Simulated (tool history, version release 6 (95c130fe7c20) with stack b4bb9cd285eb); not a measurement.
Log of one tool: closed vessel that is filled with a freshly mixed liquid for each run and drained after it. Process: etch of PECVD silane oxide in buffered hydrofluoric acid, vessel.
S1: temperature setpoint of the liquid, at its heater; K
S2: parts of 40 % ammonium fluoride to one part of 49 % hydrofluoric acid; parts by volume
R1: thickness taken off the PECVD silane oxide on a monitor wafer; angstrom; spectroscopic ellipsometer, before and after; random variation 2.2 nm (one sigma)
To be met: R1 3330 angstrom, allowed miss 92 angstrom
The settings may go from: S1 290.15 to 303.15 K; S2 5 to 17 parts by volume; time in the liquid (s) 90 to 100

Run 1, hour 0: S1 295.15 K, S2 10.5 parts by volume, time in the liquid (s) 90. Result: R1 1789.4 angstrom.
Run 2, hour 4.8: S1 296.15 K, S2 10.5 parts by volume, time in the liquid (s) 90. Result: R1 1889 angstrom.
Run 3, hour 13.4: S1 296.15 K, S2 9 parts by volume, time in the liquid (s) 90. Result: R1 2089 angstrom.
Run 4, hour 14.9: S1 297.65 K, S2 9 parts by volume, time in the liquid (s) 90. Result: R1 2254.8 angstrom.
Run 5, hour 21.6: S1 297.65 K, S2 9 parts by volume, time in the liquid (s) 90. Result: R1 2290.7 angstrom.
Run 6, hour 29.4: S1 297.65 K, S2 11 parts by volume, time in the liquid (s) 90. Result: R1 1924.4 angstrom.
Run 7, hour 30.9: S1 298.15 K, S2 10.5 parts by volume, time in the liquid (s) 90. Result: R1 2059.8 angstrom.
Run 8, hour 36.2: S1 298.65 K, S2 10 parts by volume, time in the liquid (s) 90. Result: R1 2241.4 angstrom.
Run 9, hour 37.7: S1 299.15 K, S2 10 parts by volume, time in the liquid (s) 90. Result: R1 2313 angstrom.
Run 10, hour 40.2: S1 299.65 K, S2 10 parts by volume, time in the liquid (s) 90. Result: R1 2381.4 angstrom.
Run 11, hour 45.5: S1 300.15 K, S2 10 parts by volume, time in the liquid (s) 90. Result: R1 2453.7 angstrom.
Run 12, hour 52.8: S1 300.65 K, S2 10 parts by volume, time in the liquid (s) 90. Result: R1 2508.2 angstrom.
Run 13, hour 58.2: S1 301.15 K, S2 10 parts by volume, time in the liquid (s) 90. Result: R1 2552.2 angstrom.
Run 14, hour 59.7: S1 301.15 K, S2 10 parts by volume, time in the liquid (s) 90. Result: R1 2555.3 angstrom.
Run 15, hour 64.5: S1 303.15 K, S2 8 parts by volume, time in the liquid (s) 90. Result: R1 3465.2 angstrom.

4 next moves are on the table. One of them brings every result within its allowed miss. Which?
Run A, hour 69.3: S1 302.65 K, S2 9 parts by volume, time in the liquid (s) 95. Result: R1 ?.
Run B, hour 69.3: S1 303.15 K, S2 9 parts by volume, time in the liquid (s) 90. Result: R1 ?.
Run C, hour 69.3: S1 302.65 K, S2 8.5 parts by volume, time in the liquid (s) 95. Result: R1 ?.
Run D, hour 69.3: S1 302.65 K, S2 8.5 parts by volume, time in the liquid (s) 90. Result: R1 ?.

move      R1
   A  3143.2
   B    3057
   C  3344.2
   D  3168.2
A: takes the result that was furthest off past its target
B: takes the result that was furthest off past its target
C: meets every target
D: takes the result that was furthest off past its target
Answer: C
